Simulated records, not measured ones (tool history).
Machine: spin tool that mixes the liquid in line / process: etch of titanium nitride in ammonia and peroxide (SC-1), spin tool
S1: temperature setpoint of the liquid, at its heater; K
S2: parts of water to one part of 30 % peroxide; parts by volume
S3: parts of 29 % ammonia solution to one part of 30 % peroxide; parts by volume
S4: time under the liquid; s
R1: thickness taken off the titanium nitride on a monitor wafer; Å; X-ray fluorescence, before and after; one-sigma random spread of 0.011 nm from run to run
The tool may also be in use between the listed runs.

run	hour	S1	S2	S3	S4	R1
1	0.0	323.15	11.0	0.9	100	85.849
2	4.8	319.65	13.0	0.9	100	60.884
3	5.6	319.65	13.0	0.9	80	48.796
4	9.8	319.65	9.0	0.9	80	58.684
5	14.1	319.65	9.0	0.9	80	58.677
# hour 22.9: new drum of ammonia solution connected
6	22.9	317.15	9.5	0.9	80	48.659
7	29.2	315.15	10.5	0.9	80	39.895

Run 8 is up next; what results do you expect?
8	30.2	314.15	11.0	0.9	80	?

Run 8 measured R1 35.907 Å.

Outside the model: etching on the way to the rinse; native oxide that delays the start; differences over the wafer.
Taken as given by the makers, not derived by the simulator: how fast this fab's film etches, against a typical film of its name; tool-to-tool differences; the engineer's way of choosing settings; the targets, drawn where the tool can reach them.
